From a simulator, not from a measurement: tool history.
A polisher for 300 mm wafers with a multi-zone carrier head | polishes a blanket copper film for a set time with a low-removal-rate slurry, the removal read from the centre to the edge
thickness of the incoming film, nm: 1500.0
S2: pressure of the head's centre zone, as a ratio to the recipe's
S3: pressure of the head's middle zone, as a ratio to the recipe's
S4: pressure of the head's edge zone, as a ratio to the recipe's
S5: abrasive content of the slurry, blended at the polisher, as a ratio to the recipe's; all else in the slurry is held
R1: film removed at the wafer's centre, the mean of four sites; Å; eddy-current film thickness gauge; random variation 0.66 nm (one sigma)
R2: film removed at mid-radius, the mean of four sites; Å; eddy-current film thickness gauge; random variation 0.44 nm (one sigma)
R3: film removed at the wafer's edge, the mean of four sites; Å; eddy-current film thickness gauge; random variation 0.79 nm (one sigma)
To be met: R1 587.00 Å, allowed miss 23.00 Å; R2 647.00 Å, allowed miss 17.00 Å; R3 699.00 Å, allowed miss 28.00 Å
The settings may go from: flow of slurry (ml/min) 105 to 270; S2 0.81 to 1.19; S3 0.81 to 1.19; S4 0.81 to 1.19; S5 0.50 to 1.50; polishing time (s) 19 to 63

{"run": 1, "hour": 0.0, "flow of slurry (ml/min)": 175, "S2": 1.0, "S3": 1.0, "S4": 1.0, "S5": 1.0, "polishing time (s)": 41, "R1": 1148.2, "R2": 1150.7, "R3": 1110.8}
{"run": 2, "hour": 4.7, "flow of slurry (ml/min)": 170, "S2": 0.97, "S3": 0.98, "S4": 1.0, "S5": 0.95, "polishing time (s)": 39, "R1": 1050.9, "R2": 1055.3, "R3": 1030.8}
{"run": 3, "hour": 5.7, "flow of slurry (ml/min)": 170, "S2": 0.94, "S3": 0.98, "S4": 1.0, "S5": 0.95, "polishing time (s)": 39, "R1": 1036.0, "R2": 1052.4, "R3": 1034.6}
{"run": 4, "hour": 6.3, "flow of slurry (ml/min)": 160, "S2": 0.92, "S3": 0.98, "S4": 1.02, "S5": 0.9, "polishing time (s)": 37, "R1": 930.82, "R2": 969.8, "R3": 974.69}
{"run": 5, "hour": 12.8, "flow of slurry (ml/min)": 155, "S2": 0.9, "S3": 0.98, "S4": 1.02, "S5": 0.85, "polishing time (s)": 36, "R1": 879.51, "R2": 935.16, "R3": 925.52}
{"run": 6, "hour": 20.7, "flow of slurry (ml/min)": 155, "S2": 0.9, "S3": 0.98, "S4": 1.02, "S5": 1.05, "polishing time (s)": 36, "R1": 902.87, "R2": 975.63, "R3": 963.32}
{"run": 7, "hour": 25.7, "flow of slurry (ml/min)": 150, "S2": 0.89, "S3": 0.97, "S4": 1.03, "S5": 1.0, "polishing time (s)": 35, "R1": 858.01, "R2": 924.57, "R3": 922.81}
{"run": 8, "hour": 32.1, "flow of slurry (ml/min)": 145, "S2": 0.88, "S3": 0.96, "S4": 1.04, "S5": 0.95, "polishing time (s)": 34, "R1": 794.06, "R2": 873.46, "R3": 889.13}
{"run": 9, "hour": 34.5, "flow of slurry (ml/min)": 140, "S2": 0.87, "S3": 0.95, "S4": 1.04, "S5": 0.9, "polishing time (s)": 33, "R1": 774.56, "R2": 824.31, "R3": 850.32}
{"run": 10, "hour": 39.5, "flow of slurry (ml/min)": 130, "S2": 0.81, "S3": 0.99, "S4": 1.14, "S5": 0.65, "polishing time (s)": 23, "R1": 477.88, "R2": 549.68, "R3": 578.68}
{"run": 11, "hour": 41.6, "flow of slurry (ml/min)": 140, "S2": 0.81, "S3": 0.99, "S4": 1.15, "S5": 0.7, "polishing time (s)": 23, "R1": 476.57, "R2": 572.05, "R3": 599.06}
{"run": 12, "hour": 50.4, "flow of slurry (ml/min)": 140, "S2": 0.81, "S3": 0.99, "S4": 1.15, "S5": 0.7, "polishing time (s)": 23, "R1": 488.12, "R2": 567.3, "R3": 613.05}
{"run": 13, "hour": 55.5, "flow of slurry (ml/min)": 150, "S2": 0.82, "S3": 0.99, "S4": 1.15, "S5": 0.7, "polishing time (s)": 23, "R1": 497.67, "R2": 579.63, "R3": 597.07}
{"run": 14, "hour": 63.9, "flow of slurry (ml/min)": 150, "S2": 0.83, "S3": 0.98, "S4": 1.15, "S5": 0.75, "polishing time (s)": 23, "R1": 510.04, "R2": 580.39, "R3": 603.15}
{"run": 15, "hour": 69.8, "flow of slurry (ml/min)": 145, "S2": 0.83, "S3": 0.97, "S4": 1.15, "S5": 0.8, "polishing time (s)": 23, "R1": 504.59, "R2": 574.51, "R3": 604.07}
{"hour": 75.0, "done": "edge zone pressure recalibrated"}
{"run": 16, "hour": 75.0, "flow of slurry (ml/min)": 145, "S2": 0.83, "S3": 0.96, "S4": 1.14, "S5": 0.85, "polishing time (s)": 23, "R1": 524.05, "R2": 588.6, "R3": 651.41}
{"run": 17, "hour": 76.7, "flow of slurry (ml/min)": 150, "S2": 0.83, "S3": 0.96, "S4": 1.14, "S5": 0.85, "polishing time (s)": 23, "R1": 524.55, "R2": 587.87, "R3": 638.93}
{"run": 18, "hour": 82.7, "flow of slurry (ml/min)": 155, "S2": 0.83, "S3": 0.96, "S4": 1.14, "S5": 0.85, "polishing time (s)": 23, "R1": 522.45, "R2": 591.22, "R3": 645.25}
{"run": 19, "hour": 86.2, "flow of slurry (ml/min)": 165, "S2": 0.84, "S3": 0.96, "S4": 1.14, "S5": 0.85, "polishing time (s)": 23, "R1": 530.67, "R2": 599.99, "R3": 648.28}

4 next moves are on the table. One of them brings every result within its allowed miss. Which?
{"run": "A", "hour": 89.7, "flow of slurry (ml/min)": 130, "S2": 0.84, "S3": 0.88, "S4": 1.17, "S5": 1.0, "polishing time (s)": 25, "R1": "?", "R2": "?", "R3": "?"}
{"run": "B", "hour": 89.7, "flow of slurry (ml/min)": 185, "S2": 0.85, "S3": 1.02, "S4": 1.11, "S5": 0.75, "polishing time (s)": 25, "R1": "?", "R2": "?", "R3": "?"}
{"run": "C", "hour": 89.7, "flow of slurry (ml/min)": 195, "S2": 0.81, "S3": 1.08, "S4": 1.05, "S5": 0.75, "polishing time (s)": 24, "R1": "?", "R2": "?", "R3": "?"}
{"run": "D", "hour": 89.7, "flow of slurry (ml/min)": 175, "S2": 0.86, "S3": 0.97, "S4": 1.15, "S5": 0.75, "polishing time (s)": 25, "R1": "?", "R2": "?", "R3": "?"}

move=A R1=566.57 R2=587.27 R3=720.90
move=B R1=588.17 R2=676.51 R3=699.61
move=C R1=549.45 R2=687.79 R3=657.49
move=D R1=587.03 R2=642.22 R3=707.42
A: further off than the last run
B: takes the result that was furthest off past its target
C: takes the result that was furthest off past its target
D: meets every target
Move D is the one to make.
